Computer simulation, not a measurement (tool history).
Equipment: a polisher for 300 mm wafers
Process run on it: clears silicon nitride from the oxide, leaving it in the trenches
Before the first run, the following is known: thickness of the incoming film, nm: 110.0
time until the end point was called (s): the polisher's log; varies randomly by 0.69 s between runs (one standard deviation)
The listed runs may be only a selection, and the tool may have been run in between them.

run,hour,flow of slurry (ml/min),pressure of the wafer on the pad (psi),speed of the pad under the wafer (cm/s),overpolish time after the end point (s),time until the end point was called (s)
1,0,295,2.9,126,15,80.417
2,5.2,295,3.1,128,15,77.527
3,13.8,220,3.1,128,15,79.237
4,22.7,220,3.6,128,15,66.583
5,25.8,220,3.6,102,15,84.697
6,33.4,220,3.6,102,16,82.887
7,35.7,230,4.4,138,16,51.754
8,43.3,230,4.4,140,16,51.267

Run 9 is up next; what results do you expect?
9,52.1,230,4.4,142,16,?

Run 9 came out at time until the end point was called (s) 49.089.
